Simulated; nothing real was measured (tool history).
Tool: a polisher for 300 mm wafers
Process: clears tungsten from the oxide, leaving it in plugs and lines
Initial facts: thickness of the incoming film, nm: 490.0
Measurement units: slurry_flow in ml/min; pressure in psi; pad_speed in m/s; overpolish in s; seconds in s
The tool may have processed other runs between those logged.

run    day  slurry_flow  pressure  pad_speed  slurry_solids  overpolish  seconds
  1  0.000          230       4.2       1.22            1.0          18   90.186
  2  0.375          230       4.2       1.22            1.0          19   88.745
  3  0.546          230       4.2       1.42            1.0          19   79.135
  4  0.904          230       4.2       1.42            1.2          19   72.480
  5  0.950          230       3.8       1.38            1.2          19   84.497
  6  1.029          230       3.5       1.36            1.2          19   92.981
  7  1.117          230       3.2       1.34            1.2          19  101.340

Run 8 is up next; what results do you expect?
  8  1.233          230       3.0       1.32            1.2          19        ?

seconds: 110.340 s

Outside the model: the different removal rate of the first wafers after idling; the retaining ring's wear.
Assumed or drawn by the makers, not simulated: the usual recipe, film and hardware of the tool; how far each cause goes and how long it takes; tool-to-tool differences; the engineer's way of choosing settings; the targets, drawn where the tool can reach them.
